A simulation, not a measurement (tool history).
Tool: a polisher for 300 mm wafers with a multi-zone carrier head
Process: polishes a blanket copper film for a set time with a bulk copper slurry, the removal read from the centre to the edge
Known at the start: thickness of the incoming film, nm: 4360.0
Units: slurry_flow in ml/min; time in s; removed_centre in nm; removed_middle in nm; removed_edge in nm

run	hour	slurry_flow	centre_zone	middle_zone	edge_zone	slurry_solids	time	removed_centre	removed_middle	removed_edge
1	0.0	270	1.00	1.00	1.00	1.00	47	325.08	322.78	330.26
2	4.9	270	1.00	0.93	1.00	1.00	47	324.87	308.67	332.35
3	9.0	280	0.97	0.98	0.99	1.10	49	341.43	345.20	353.39
4	15.0	285	0.94	1.02	0.99	1.15	50	339.40	365.22	361.11
5	16.6	290	0.92	1.05	0.99	1.20	51	345.39	384.16	374.26
6	21.7	265	0.92	1.05	0.99	1.20	51	343.80	395.42	378.28
7	27.3	255	0.92	1.07	0.99	1.25	52	342.92	406.87	380.04

Forecast run 8:
8	31.4	255	0.92	1.09	0.99	1.30	53	?	?	?

{"run 8": {"removed_centre": 360.16, "removed_middle": 430.52, "removed_edge": 391.29}}
